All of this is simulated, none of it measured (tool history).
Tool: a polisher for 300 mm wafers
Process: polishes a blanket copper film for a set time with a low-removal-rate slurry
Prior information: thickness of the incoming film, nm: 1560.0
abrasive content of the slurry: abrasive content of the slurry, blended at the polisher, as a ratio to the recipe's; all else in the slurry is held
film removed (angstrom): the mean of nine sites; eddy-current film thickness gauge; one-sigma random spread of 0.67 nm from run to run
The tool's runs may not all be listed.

| run | hour | flow of slurry (ml/min) | pressure of the wafer on the pad (kPa) | speed of the pad under the wafer (m/s) | abrasive content of the slurry | polishing time (s) | film removed (angstrom) |
|---|---|---|---|---|---|---|---|
| 1 | 0 | 190 | 18.6 | 0.84 | 1 | 36 | 707.97 |
| 2 | 6.3 | 200 | 20.7 | 0.84 | 1 | 36 | 791.65 |
| 3 | 11.2 | 200 | 20.7 | 0.84 | 1.2 | 36 | 818.79 |
| 4 | 16.6 | 210 | 22.1 | 0.84 | 1.2 | 36 | 872.02 |
| 5 | 25.2 | 210 | 23.4 | 0.84 | 1.2 | 36 | 918 |
| 6 | 28 | 215 | 24.1 | 0.84 | 1.2 | 36 | 954.36 |
| 7 | 36.8 | 215 | 24.8 | 0.84 | 1.2 | 36 | 976.42 |

Run 8 has not been measured yet. What should we expect?
| 8 | 42.3 | 220 | 25.5 | 0.84 | 1.2 | 36 | ? |

Run 8 produced film removed (angstrom) 999.97.

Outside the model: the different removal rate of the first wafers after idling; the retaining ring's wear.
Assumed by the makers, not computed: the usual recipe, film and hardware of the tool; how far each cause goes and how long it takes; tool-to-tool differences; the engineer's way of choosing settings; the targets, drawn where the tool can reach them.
